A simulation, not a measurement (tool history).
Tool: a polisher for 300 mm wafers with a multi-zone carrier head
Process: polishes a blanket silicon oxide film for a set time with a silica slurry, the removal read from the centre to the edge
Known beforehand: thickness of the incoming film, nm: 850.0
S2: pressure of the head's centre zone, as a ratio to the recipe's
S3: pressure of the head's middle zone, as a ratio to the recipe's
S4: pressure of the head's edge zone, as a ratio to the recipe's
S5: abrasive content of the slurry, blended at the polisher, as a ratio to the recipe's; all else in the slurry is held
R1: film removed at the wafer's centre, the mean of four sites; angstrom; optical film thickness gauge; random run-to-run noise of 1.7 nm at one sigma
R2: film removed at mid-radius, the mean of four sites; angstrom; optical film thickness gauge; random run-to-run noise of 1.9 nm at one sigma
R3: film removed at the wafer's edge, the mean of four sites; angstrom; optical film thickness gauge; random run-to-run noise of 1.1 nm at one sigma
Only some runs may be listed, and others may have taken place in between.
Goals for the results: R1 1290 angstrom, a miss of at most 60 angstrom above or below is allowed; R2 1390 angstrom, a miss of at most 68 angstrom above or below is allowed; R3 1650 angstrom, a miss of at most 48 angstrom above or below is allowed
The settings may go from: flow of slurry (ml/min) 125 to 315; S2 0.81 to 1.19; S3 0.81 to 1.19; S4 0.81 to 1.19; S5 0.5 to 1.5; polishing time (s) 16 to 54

Run 1, day 0: flow of slurry (ml/min) 205, S2 1, S3 1, S4 1, S5 1, polishing time (s) 35. Result: R1 1002.3 angstrom, R2 1056 angstrom, R3 1036.2 angstrom.
Run 2, day 0.046: flow of slurry (ml/min) 205, S2 1, S3 1.07, S4 1, S5 1, polishing time (s) 35. Result: R1 1027.3 angstrom, R2 1109.2 angstrom, R3 1036.7 angstrom.
Run 3, day 0.071: flow of slurry (ml/min) 205, S2 1, S3 1.07, S4 1, S5 0.9, polishing time (s) 35. Result: R1 972.57 angstrom, R2 1035.4 angstrom, R3 974.43 angstrom.
Run 4, day 0.438: flow of slurry (ml/min) 205, S2 0.99, S3 1.02, S4 1.04, S5 1.05, polishing time (s) 36. Result: R1 1054.2 angstrom, R2 1125.3 angstrom, R3 1106.5 angstrom.
Run 5, day 0.738: flow of slurry (ml/min) 205, S2 0.97, S3 0.98, S4 1.07, S5 1.15, polishing time (s) 37. Result: R1 1122.9 angstrom, R2 1146.4 angstrom, R3 1191 angstrom.
Run 6, day 0.821: flow of slurry (ml/min) 205, S2 0.97, S3 0.98, S4 1.12, S5 1.15, polishing time (s) 37. Result: R1 1118.8 angstrom, R2 1164.5 angstrom, R3 1205.7 angstrom.
Run 7, day 1.079: flow of slurry (ml/min) 205, S2 0.94, S3 0.96, S4 1.14, S5 1.2, polishing time (s) 38. Result: R1 1134.9 angstrom, R2 1204.1 angstrom, R3 1279.5 angstrom.
Run 8, day 1.15: flow of slurry (ml/min) 205, S2 0.92, S3 0.94, S4 1.15, S5 1.25, polishing time (s) 39. Result: R1 1149.8 angstrom, R2 1211.5 angstrom, R3 1329.7 angstrom.
Run 9, day 1.192: flow of slurry (ml/min) 205, S2 0.9, S3 0.93, S4 1.16, S5 1.3, polishing time (s) 40. Result: R1 1178.7 angstrom, R2 1309.6 angstrom, R3 1402.4 angstrom.
Run 10, day 1.362: flow of slurry (ml/min) 200, S2 0.89, S3 0.9, S4 1.17, S5 1.35, polishing time (s) 41. Result: R1 1194.1 angstrom, R2 1261.6 angstrom, R3 1453.1 angstrom.
Run 11, day 1.733: flow of slurry (ml/min) 205, S2 0.88, S3 0.89, S4 1.17, S5 1.4, polishing time (s) 41. Result: R1 1221.7 angstrom, R2 1317.1 angstrom, R3 1465.5 angstrom.
Run 12, day 2.008: flow of slurry (ml/min) 195, S2 0.87, S3 0.88, S4 1.17, S5 1.4, polishing time (s) 42. Result: R1 1213 angstrom, R2 1294.8 angstrom, R3 1509.1 angstrom.
Run 13, day 2.229: flow of slurry (ml/min) 190, S2 0.86, S3 0.87, S4 1.18, S5 1.45, polishing time (s) 43. Result: R1 1299.4 angstrom, R2 1347.2 angstrom, R3 1550.3 angstrom.
Run 14, day 2.583: flow of slurry (ml/min) 200, S2 0.85, S3 0.86, S4 1.18, S5 1.45, polishing time (s) 43. Result: R1 1261 angstrom, R2 1309.7 angstrom, R3 1576.9 angstrom.
Run 15, day 2.725: flow of slurry (ml/min) 205, S2 0.85, S3 0.86, S4 1.18, S5 1.45, polishing time (s) 43. Result: R1 1242.6 angstrom, R2 1350.1 angstrom, R3 1581.3 angstrom.
Run 16, day 3.1: flow of slurry (ml/min) 210, S2 0.85, S3 0.86, S4 1.18, S5 1.45, polishing time (s) 43. Result: R1 1252 angstrom, R2 1339 angstrom, R3 1579.7 angstrom.
Run 17, day 3.242: flow of slurry (ml/min) 215, S2 0.85, S3 0.86, S4 1.18, S5 1.45, polishing time (s) 43. Result: R1 1279.5 angstrom, R2 1331.8 angstrom, R3 1558.1 angstrom.
Run 18, day 3.333: flow of slurry (ml/min) 210, S2 0.85, S3 0.86, S4 1.18, S5 1.45, polishing time (s) 43. Result: R1 1275.8 angstrom, R2 1332.6 angstrom, R3 1573.2 angstrom.
Run 19, day 3.392: flow of slurry (ml/min) 210, S2 0.84, S3 0.86, S4 1.18, S5 1.45, polishing time (s) 43. Result: R1 1235.7 angstrom, R2 1333.2 angstrom, R3 1579.5 angstrom.

Which single option among these 5 for the next run brings every result within its allowed miss of target? Just one does.
Run A, day 3.45: flow of slurry (ml/min) 205, S2 0.96, S3 0.82, S4 1.17, S5 1.5, polishing time (s) 42. Result: R1 ?, R2 ?, R3 ?.
Run B, day 3.45: flow of slurry (ml/min) 220, S2 0.81, S3 1, S4 1.12, S5 1.5, polishing time (s) 39. Result: R1 ?, R2 ?, R3 ?.
Run C, day 3.45: flow of slurry (ml/min) 200, S2 0.91, S3 0.9, S4 1.15, S5 1.35, polishing time (s) 43. Result: R1 ?, R2 ?, R3 ?.
Run D, day 3.45: flow of slurry (ml/min) 175, S2 0.81, S3 0.81, S4 1.18, S5 1.4, polishing time (s) 45. Result: R1 ?, R2 ?, R3 ?.
Run E, day 3.45: flow of slurry (ml/min) 210, S2 0.84, S3 0.86, S4 1.19, S5 1.45, polishing time (s) 45. Result: R1 ?, R2 ?, R3 ?.

move      R1      R2      R3
   A  1413.2  1256.5  1550.1
   B  1146.4  1389.6  1422.6
   C  1323.3  1330.9  1510.4
   D    1242  1270.4    1597
   E  1337.4  1387.8  1653.9
A: the biggest miss grows against the last run
B: the biggest miss grows against the last run
C: the biggest miss grows against the last run
D: the biggest miss grows against the last run
E: each result inside its tolerance
Go with E: it meets all targets.
